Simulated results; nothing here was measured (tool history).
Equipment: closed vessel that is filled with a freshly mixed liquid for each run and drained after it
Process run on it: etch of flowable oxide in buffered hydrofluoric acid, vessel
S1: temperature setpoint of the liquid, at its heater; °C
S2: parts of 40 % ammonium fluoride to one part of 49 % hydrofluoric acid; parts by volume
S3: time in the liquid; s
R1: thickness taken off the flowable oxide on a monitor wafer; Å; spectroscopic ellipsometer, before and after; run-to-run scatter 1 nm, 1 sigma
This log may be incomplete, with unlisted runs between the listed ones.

run	hour	S1	S2	S3	R1
1	0.0	22.0	14.0	95	2322.8
2	6.9	22.0	17.0	95	1908.6
3	12.8	22.0	17.0	95	1915.5
4	20.9	24.0	17.0	95	2131.0
5	25.3	26.5	17.0	95	2408.1
6	26.8	24.0	17.5	95	2065.7
7	29.6	20.0	19.0	95	1553.0
8	34.3	19.5	19.0	95	1509.5

What will run 9 give?
9	37.9	19.0	19.0	95	?

R1: 1450.2 Å

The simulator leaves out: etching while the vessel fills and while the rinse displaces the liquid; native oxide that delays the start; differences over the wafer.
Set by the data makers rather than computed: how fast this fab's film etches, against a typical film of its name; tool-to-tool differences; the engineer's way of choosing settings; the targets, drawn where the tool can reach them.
